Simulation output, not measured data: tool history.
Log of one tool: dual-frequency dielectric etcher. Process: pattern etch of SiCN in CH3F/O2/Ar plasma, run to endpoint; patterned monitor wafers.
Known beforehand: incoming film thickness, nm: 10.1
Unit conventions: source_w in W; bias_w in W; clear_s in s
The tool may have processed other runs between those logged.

{"run": 1, "hour": 0.0, "source_w": 500, "bias_w": 98, "clear_s": 23.529}
{"run": 2, "hour": 3.0, "source_w": 470, "bias_w": 94, "clear_s": 24.866}
{"run": 3, "hour": 11.6, "source_w": 470, "bias_w": 110, "clear_s": 23.87}
{"run": 4, "hour": 16.1, "source_w": 440, "bias_w": 108, "clear_s": 24.766}
{"run": 5, "hour": 22.2, "source_w": 390, "bias_w": 108, "clear_s": 26.715}
{"run": 6, "hour": 30.3, "source_w": 380, "bias_w": 108, "clear_s": 27.641}

Forecast run 7:
{"run": 7, "hour": 33.1, "source_w": 370, "bias_w": 108, "clear_s": "?"}

clear_s: 27.685 s

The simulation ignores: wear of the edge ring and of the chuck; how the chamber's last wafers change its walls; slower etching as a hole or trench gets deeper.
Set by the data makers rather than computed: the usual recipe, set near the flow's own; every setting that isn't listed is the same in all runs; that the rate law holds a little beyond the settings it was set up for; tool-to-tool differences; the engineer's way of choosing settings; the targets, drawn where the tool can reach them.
